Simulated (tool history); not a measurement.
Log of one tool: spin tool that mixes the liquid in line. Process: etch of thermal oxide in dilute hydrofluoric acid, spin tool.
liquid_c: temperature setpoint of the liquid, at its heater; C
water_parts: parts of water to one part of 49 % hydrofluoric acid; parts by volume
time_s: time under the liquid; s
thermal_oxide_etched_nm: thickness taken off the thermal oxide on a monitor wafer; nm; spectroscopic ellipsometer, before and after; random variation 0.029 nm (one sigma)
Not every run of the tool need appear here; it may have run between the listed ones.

run  hour  liquid_c  water_parts  time_s  thermal_oxide_etched_nm
  1     0        21          260     290                   4.1606
  2   7.2      20.5          265     290                   3.9793
  3  16.1      20.5          210     290                   5.3579
  4  22.3      20.5          255     290                   4.2648
  5  30.4      17.5          255     290                    3.688
  6    33      17.5          260     290                   3.7206
  7  41.4      17.5          260     290                   3.6484
  8  43.4      17.5          265     290                   3.6104

Run 9, settings as shown, results not yet in. Your forecast:
  9  49.8      17.5          270     290                        ?

thermal_oxide_etched_nm: 3.5233 nm
